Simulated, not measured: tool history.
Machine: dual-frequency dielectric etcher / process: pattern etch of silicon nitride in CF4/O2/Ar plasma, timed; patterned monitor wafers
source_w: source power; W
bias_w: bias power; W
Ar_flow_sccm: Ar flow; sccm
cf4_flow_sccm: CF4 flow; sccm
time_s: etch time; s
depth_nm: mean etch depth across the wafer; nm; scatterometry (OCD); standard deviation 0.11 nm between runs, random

run  hour  source_w  bias_w  Ar_flow_sccm  cf4_flow_sccm  time_s  depth_nm
  1     0       490      66           131            104      14    28.551
  2   8.1       490      66           131            104    14.5    29.279
  3     9       490      56           131            104    14.5      27.9
  4  10.1       480      56           131            104    14.5    27.687
  5    13       480      56           131            104    14.5    27.441
  6  14.1       480      56           122            104    14.5    27.634
  7  20.6       470      56           122            104    14.5    27.234
  8  26.5       460      56           122            104    14.5    26.991
  9  28.2       450      56           122            104    14.5    26.731
 10  32.2       440      56           122            104    14.5    26.476
 11  39.2       430      56           122            104    14.5    26.187
     47.7  -- source power generator calibrated
 12  47.7       420      56           122            104    14.5    26.089

Estimate the outcome of run 13 from the log above:
 13  48.6       410      56           122            104    14.5         ?

Run 13 measured depth_nm 25.754 nm.

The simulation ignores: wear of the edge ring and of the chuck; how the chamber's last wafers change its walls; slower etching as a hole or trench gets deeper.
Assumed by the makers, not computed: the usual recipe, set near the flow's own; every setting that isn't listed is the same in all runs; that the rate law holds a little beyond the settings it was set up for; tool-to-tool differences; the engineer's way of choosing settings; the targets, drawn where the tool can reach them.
